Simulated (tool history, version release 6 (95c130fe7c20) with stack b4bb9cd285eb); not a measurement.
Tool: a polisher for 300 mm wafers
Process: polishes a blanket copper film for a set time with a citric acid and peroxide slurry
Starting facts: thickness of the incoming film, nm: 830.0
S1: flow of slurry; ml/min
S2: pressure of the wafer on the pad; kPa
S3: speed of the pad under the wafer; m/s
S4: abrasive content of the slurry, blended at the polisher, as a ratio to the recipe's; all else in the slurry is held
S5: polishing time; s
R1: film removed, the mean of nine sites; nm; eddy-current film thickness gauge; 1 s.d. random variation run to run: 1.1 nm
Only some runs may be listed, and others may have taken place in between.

| run | hour | S1 | S2 | S3 | S4 | S5 | R1 |
|---|---|---|---|---|---|---|---|
| 1 | 0.0 | 120 | 26.9 | 0.86 | 1.0 | 45 | 114.640 |
| 2 | 5.7 | 120 | 33.8 | 0.86 | 1.0 | 45 | 141.340 |
| 3 | 13.8 | 120 | 33.8 | 0.64 | 1.0 | 45 | 106.020 |
| 4 | 19.4 | 120 | 33.1 | 0.64 | 1.0 | 45 | 102.320 |
| 5 | 22.7 | 120 | 33.1 | 0.64 | 1.0 | 45 | 102.710 |
| 6 | 30.3 | 120 | 36.5 | 0.64 | 1.0 | 45 | 114.730 |
| 7 | 35.6 | 120 | 35.2 | 0.64 | 1.0 | 45 | 111.260 |
| 8 | 37.3 | 120 | 34.5 | 0.64 | 1.0 | 45 | 106.050 |
| 9 | 43.6 | 120 | 33.8 | 0.64 | 1.0 | 45 | 106.340 |
| 10 | 44.6 | 120 | 33.1 | 0.64 | 1.0 | 45 | 100.200 |
| 11 | 51.9 | 120 | 32.4 | 0.64 | 1.0 | 45 | 100.900 |
| 12 | 57.0 | 120 | 31.7 | 0.64 | 1.0 | 45 | 98.574 |
| 13 | 64.1 | 120 | 31.0 | 0.64 | 1.0 | 45 | 98.327 |

Predict the results of run 14:
| 14 | 71.1 | 120 | 30.3 | 0.64 | 1.0 | 45 | ? |

R1: 94.764 nm
